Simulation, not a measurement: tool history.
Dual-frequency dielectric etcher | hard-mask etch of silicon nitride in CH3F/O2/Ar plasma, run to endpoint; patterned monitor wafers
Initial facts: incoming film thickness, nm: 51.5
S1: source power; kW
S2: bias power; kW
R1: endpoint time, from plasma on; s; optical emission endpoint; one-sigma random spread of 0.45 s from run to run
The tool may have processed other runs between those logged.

run	day	S1	S2	R1
1	0.000	0.510	0.061	69.941
2	0.329	0.470	0.059	73.822
3	0.454	0.440	0.059	76.541
4	0.721	0.440	0.069	71.988
5	0.833	0.410	0.068	74.531
6	0.988	0.410	0.064	76.360
7	1.317	0.410	0.064	76.187
8	1.367	0.390	0.064	79.235

What does the tool deliver on the next run?
9	1.725	0.380	0.064	?

R1: 80.691 s
